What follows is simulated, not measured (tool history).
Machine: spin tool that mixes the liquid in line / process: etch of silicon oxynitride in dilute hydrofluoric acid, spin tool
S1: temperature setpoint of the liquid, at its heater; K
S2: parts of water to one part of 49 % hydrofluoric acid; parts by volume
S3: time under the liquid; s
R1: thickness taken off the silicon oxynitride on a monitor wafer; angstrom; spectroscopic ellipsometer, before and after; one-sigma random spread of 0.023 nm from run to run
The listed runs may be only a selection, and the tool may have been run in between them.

{"run": 1, "hour": 0.0, "S1": 296.15, "S2": 70, "S3": 85, "R1": 17.552}
{"run": 2, "hour": 3.1, "S1": 297.65, "S2": 70, "S3": 85, "R1": 19.076}
{"run": 3, "hour": 8.5, "S1": 298.65, "S2": 70, "S3": 85, "R1": 20.082}
{"run": 4, "hour": 17.1, "S1": 298.65, "S2": 70, "S3": 85, "R1": 19.836}
{"run": 5, "hour": 21.6, "S1": 298.65, "S2": 70, "S3": 65, "R1": 15.159}
{"run": 6, "hour": 25.9, "S1": 298.65, "S2": 60, "S3": 65, "R1": 18.241}

The next listed run, before its measurement:
{"run": 7, "hour": 34.1, "S1": 299.65, "S2": 55, "S3": 65, "R1": "?"}

R1: 20.780 angstrom

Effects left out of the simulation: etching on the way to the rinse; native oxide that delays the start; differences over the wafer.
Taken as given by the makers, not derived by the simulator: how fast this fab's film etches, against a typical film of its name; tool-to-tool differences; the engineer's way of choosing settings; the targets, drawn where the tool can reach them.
